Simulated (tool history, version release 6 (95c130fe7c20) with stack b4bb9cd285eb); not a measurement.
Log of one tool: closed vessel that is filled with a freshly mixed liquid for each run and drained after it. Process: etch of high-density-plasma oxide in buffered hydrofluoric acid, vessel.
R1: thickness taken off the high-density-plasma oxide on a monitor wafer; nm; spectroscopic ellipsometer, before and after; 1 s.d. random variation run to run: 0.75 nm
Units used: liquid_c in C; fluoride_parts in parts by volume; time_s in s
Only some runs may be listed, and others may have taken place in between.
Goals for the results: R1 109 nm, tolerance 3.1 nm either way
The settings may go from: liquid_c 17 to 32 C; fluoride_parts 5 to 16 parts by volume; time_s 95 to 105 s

{"run": 1, "hour": 0.0, "liquid_c": 25, "fluoride_parts": 9.5, "time_s": 95, "R1": 149.77}
{"run": 2, "hour": 5.1, "liquid_c": 26.5, "fluoride_parts": 9.5, "time_s": 95, "R1": 161}
{"run": 3, "hour": 12.9, "liquid_c": 23, "fluoride_parts": 9.5, "time_s": 95, "R1": 135.11}
{"run": 4, "hour": 16.3, "liquid_c": 22, "fluoride_parts": 9.5, "time_s": 95, "R1": 127.3}
{"run": 5, "hour": 17.9, "liquid_c": 22, "fluoride_parts": 9.5, "time_s": 105, "R1": 139.88}
{"run": 6, "hour": 19.5, "liquid_c": 24, "fluoride_parts": 9.5, "time_s": 105, "R1": 155.38}
{"run": 7, "hour": 20.9, "liquid_c": 20, "fluoride_parts": 9.5, "time_s": 105, "R1": 124.59}
{"run": 8, "hour": 24.2, "liquid_c": 20, "fluoride_parts": 9.5, "time_s": 105, "R1": 124.46}
{"run": 9, "hour": 32.7, "liquid_c": 19.5, "fluoride_parts": 9.5, "time_s": 105, "R1": 121.82}
{"run": 10, "hour": 37.9, "liquid_c": 19, "fluoride_parts": 9.5, "time_s": 105, "R1": 117.47}
{"run": 11, "hour": 39.9, "liquid_c": 18.5, "fluoride_parts": 9.5, "time_s": 105, "R1": 114.31}

Which single option among these 4 for the next run brings every result within its allowed miss of target? Just one does.
{"run": "A", "hour": 41.9, "liquid_c": 19, "fluoride_parts": 10, "time_s": 100, "R1": "?"}
{"run": "B", "hour": 41.9, "liquid_c": 17.5, "fluoride_parts": 7.5, "time_s": 95, "R1": "?"}
{"run": "C", "hour": 41.9, "liquid_c": 17, "fluoride_parts": 8, "time_s": 100, "R1": "?"}
{"run": "D", "hour": 41.9, "liquid_c": 17, "fluoride_parts": 9, "time_s": 100, "R1": "?"}

move=A R1=109.96
move=B R1=124.96
move=C R1=119.21
move=D R1=104.9
A: meets every target
B: moves away from the targets compared with the last run
C: moves away from the targets compared with the last run
D: the result that was furthest off in the last run now lies on the other side of its target
Move A is the one to make.

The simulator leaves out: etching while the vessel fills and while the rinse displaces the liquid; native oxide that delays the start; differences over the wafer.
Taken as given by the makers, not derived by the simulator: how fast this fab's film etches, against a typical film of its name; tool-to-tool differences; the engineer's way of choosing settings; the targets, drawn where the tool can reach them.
